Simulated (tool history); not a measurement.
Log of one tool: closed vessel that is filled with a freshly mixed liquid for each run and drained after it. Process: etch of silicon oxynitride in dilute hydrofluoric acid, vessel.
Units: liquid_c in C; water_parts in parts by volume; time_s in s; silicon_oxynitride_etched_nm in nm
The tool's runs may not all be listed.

run	day	liquid_c	water_parts	time_s	silicon_oxynitride_etched_nm
1	0	20	70	160	3.6771
2	0.125	20	70	160	3.6855
3	0.442	20	90	160	2.8182
4	0.654	20	70	160	3.696
5	0.738	18	70	160	3.3205
6	0.883	20.5	65	160	4.0862
7	0.988	22.5	65	160	4.4854
8	1.142	24	65	160	4.8601
9	1.379	25	65	160	5.052
10	1.638	25.5	65	160	5.2129
11	1.912	26	65	160	5.3762
12	2.233	26.5	65	160	5.3929
13	2.5	27	65	160	5.6076

Run 14 comes next. What will it give?
14	2.546	27.5	60	160	?

Run 14 gave silicon_oxynitride_etched_nm 6.1702 nm.
